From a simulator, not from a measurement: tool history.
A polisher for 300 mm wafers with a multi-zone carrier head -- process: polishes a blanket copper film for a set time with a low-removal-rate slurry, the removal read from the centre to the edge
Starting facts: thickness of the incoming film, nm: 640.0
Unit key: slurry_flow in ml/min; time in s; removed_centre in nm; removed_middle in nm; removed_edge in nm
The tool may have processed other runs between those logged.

run	hour	slurry_flow	centre_zone	middle_zone	edge_zone	slurry_solids	time	removed_centre	removed_middle	removed_edge
1	0	145	1	1	1	1	55	91.814	91.307	91.756
2	8	145	1	1	1	1	49	81.739	80.408	83.041
3	13	145	1	1.06	1	1	49	82.081	84.578	82.418
4	21.2	145	1	1.06	1	1.2	49	84.505	88.445	84.684
5	28.3	135	0.95	1.04	0.97	1	45	69.739	75.057	73.881
6	31.7	125	0.92	1.02	0.93	0.85	44	62.448	69.878	67.963
7	36	120	0.9	0.98	0.91	0.75	43	58.396	65.2	63.506

Expected results for the next run?
8	42.3	110	0.88	0.94	0.9	0.7	43	?	?	?

removed_centre: 54.52 nm
removed_middle: 60.963 nm
removed_edge: 62.311 nm
